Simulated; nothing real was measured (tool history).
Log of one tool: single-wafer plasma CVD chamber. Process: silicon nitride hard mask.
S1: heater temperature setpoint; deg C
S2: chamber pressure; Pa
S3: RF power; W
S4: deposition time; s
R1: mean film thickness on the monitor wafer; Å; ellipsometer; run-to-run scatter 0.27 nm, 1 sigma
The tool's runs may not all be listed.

run	hour	S1	S2	S3	S4	R1
1	0.0	415	165	280	62.1	684.67
2	0.9	415	153	275	62.1	665.00
3	5.1	423	153	275	62.1	661.64
4	8.2	423	153	275	64.0	682.04
5	13.8	423	144	270	64.0	665.25
6	18.1	431	144	270	64.0	662.56
7	20.0	431	136	265	64.0	646.56
8	23.5	431	129	260	64.0	630.30
9	31.6	431	124	260	64.0	624.03
10	34.0	431	124	260	64.0	621.23
11	39.7	431	120	260	64.0	621.65
12	45.3	431	116	260	64.0	617.58
13	53.7	431	113	260	64.0	610.48
14	61.1	431	111	260	64.0	614.08
15	68.3	431	108	260	64.0	607.53

Predict the results of run 16:
16	72.7	431	107	260	64.0	?

R1: 603.99 Å
